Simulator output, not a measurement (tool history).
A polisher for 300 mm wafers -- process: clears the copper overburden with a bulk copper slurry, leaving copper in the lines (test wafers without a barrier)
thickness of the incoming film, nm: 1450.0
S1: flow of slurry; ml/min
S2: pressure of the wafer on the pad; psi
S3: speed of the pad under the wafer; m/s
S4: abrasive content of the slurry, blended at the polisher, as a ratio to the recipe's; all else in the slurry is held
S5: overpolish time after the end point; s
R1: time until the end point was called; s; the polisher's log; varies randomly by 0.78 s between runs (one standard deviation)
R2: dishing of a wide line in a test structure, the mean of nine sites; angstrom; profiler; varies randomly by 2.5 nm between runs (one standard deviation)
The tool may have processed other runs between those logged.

run 1 hour=0.0 | S1=230 S2=3.2 S3=1.14 S4=1.0 S5=15 | R1=106.370 R2=953.93
run 2 hour=3.4 | S1=230 S2=3.5 S3=1.14 S4=1.0 S5=16 | R1=98.302 R2=1043.30
run 3 hour=7.8 | S1=230 S2=3.7 S3=1.14 S4=1.0 S5=16 | R1=90.274 R2=1046.10
run 4 hour=16.2 | S1=230 S2=3.9 S3=1.14 S4=1.0 S5=17 | R1=85.214 R2=1128.70
run 5 hour=23.7 | S1=230 S2=4.0 S3=1.14 S4=1.0 S5=18 | R1=85.061 R2=1153.00
run 6 hour=26.2 | S1=230 S2=4.1 S3=1.14 S4=1.0 S5=19 | R1=83.604 R2=1181.80
run 7 hour=32.9 | S1=230 S2=4.2 S3=1.14 S4=1.0 S5=20 | R1=81.934 R2=1260.50

Run 8 has not been measured yet. What should we expect?
run 8 hour=34.3 | S1=230 S2=4.3 S3=1.14 S4=1.0 S5=20 | R1=? R2=?

{"run 8": {"R1": 80.086, "R2": 1280.2}}

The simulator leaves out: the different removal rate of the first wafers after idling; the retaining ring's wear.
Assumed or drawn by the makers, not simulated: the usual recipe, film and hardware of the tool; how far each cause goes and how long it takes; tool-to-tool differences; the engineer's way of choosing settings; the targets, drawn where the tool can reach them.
